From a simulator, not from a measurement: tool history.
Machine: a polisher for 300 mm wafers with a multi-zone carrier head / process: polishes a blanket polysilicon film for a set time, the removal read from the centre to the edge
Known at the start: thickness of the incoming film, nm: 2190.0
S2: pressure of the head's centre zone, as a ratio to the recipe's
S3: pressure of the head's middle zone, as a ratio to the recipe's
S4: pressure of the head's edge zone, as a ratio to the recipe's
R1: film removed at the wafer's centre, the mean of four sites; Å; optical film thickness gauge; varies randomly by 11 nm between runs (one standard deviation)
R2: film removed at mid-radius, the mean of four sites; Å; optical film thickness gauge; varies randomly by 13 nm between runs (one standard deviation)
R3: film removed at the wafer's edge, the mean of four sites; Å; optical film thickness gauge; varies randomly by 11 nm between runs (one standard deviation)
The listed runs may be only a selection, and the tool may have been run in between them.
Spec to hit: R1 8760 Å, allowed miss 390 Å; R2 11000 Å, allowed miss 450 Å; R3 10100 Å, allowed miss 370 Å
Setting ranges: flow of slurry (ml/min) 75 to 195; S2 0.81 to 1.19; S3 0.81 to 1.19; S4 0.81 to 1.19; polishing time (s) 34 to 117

run 1 hour=0 | flow_of_slurry_(ml/min)=125 S2=1 S3=1 S4=1 polishing_time_(s)=75 | R1=7286.3 R2=7258.3 R3=7492.8
run 2 hour=8.7 | flow_of_slurry_(ml/min)=125 S2=1 S3=1 S4=1 polishing_time_(s)=68 | R1=6508.4 R2=6505 R3=6728.5
run 3 hour=11 | flow_of_slurry_(ml/min)=125 S2=1 S3=1 S4=0.95 polishing_time_(s)=68 | R1=6579.8 R2=6548.7 R3=6702.2
run 4 hour=15.2 | flow_of_slurry_(ml/min)=125 S2=1 S3=1 S4=1.02 polishing_time_(s)=68 | R1=6450 R2=6560.1 R3=6876.5
-- hour=22.9 slurry nozzle cleaned
run 5 hour=22.9 | flow_of_slurry_(ml/min)=125 S2=1 S3=1 S4=1.02 polishing_time_(s)=83 | R1=8532.6 R2=8493.5 R3=8778.9
run 6 hour=26.3 | flow_of_slurry_(ml/min)=145 S2=1 S3=1 S4=1.02 polishing_time_(s)=83 | R1=8756.4 R2=8718.8 R3=8900.9
run 7 hour=27.1 | flow_of_slurry_(ml/min)=150 S2=0.98 S3=1.03 S4=1.04 polishing_time_(s)=84 | R1=8719.6 R2=9100.8 R3=9032.3
run 8 hour=29.4 | flow_of_slurry_(ml/min)=155 S2=0.96 S3=1.05 S4=1.06 polishing_time_(s)=85 | R1=8673.4 R2=9246.3 R3=9458.4
run 9 hour=32.1 | flow_of_slurry_(ml/min)=155 S2=0.96 S3=1.05 S4=1.06 polishing_time_(s)=85 | R1=8681.8 R2=9372.5 R3=9465.7
run 10 hour=38.4 | flow_of_slurry_(ml/min)=160 S2=0.95 S3=1.08 S4=1.06 polishing_time_(s)=85 | R1=8676.8 R2=9715.7 R3=9445.6
run 11 hour=39.9 | flow_of_slurry_(ml/min)=165 S2=0.94 S3=1.1 S4=1.07 polishing_time_(s)=85 | R1=8900.2 R2=9869.4 R3=9292.9
run 12 hour=45.7 | flow_of_slurry_(ml/min)=170 S2=0.92 S3=1.11 S4=1.09 polishing_time_(s)=86 | R1=8511.7 R2=9977.8 R3=9699.4
run 13 hour=48.5 | flow_of_slurry_(ml/min)=175 S2=0.92 S3=1.13 S4=1.1 polishing_time_(s)=86 | R1=8870.6 R2=10371 R3=9748.6

5 candidate next runs follow, results not yet known. Just one meets every target within its allowed miss. Identify it.
run A hour=51.3 | flow_of_slurry_(ml/min)=160 S2=0.95 S3=1.04 S4=1.13 polishing_time_(s)=87 | R1=? R2=? R3=?
run B hour=51.3 | flow_of_slurry_(ml/min)=195 S2=1.06 S3=1.06 S4=1.18 polishing_time_(s)=79 | R1=? R2=? R3=?
run C hour=51.3 | flow_of_slurry_(ml/min)=140 S2=0.86 S3=1.12 S4=1.02 polishing_time_(s)=96 | R1=? R2=? R3=?
run D hour=51.3 | flow_of_slurry_(ml/min)=160 S2=0.9 S3=1.08 S4=1.15 polishing_time_(s)=85 | R1=? R2=? R3=?
run E hour=51.3 | flow_of_slurry_(ml/min)=165 S2=0.86 S3=1.09 S4=0.94 polishing_time_(s)=91 | R1=? R2=? R3=?

move=A R1=9007.1 R2=9367.1 R3=9710.1
move=B R1=9378.3 R2=8922.8 R3=9230.5
move=C R1=8826.8 R2=10741 R3=9984.3
move=D R1=8378.9 R2=9452.7 R3=9567.8
move=E R1=8660.6 R2=10261 R3=9310.4
A: further off than the last run
B: further off than the last run
C: all results land within tolerance of their targets
D: further off than the last run
E: further off than the last run
C meets every target.
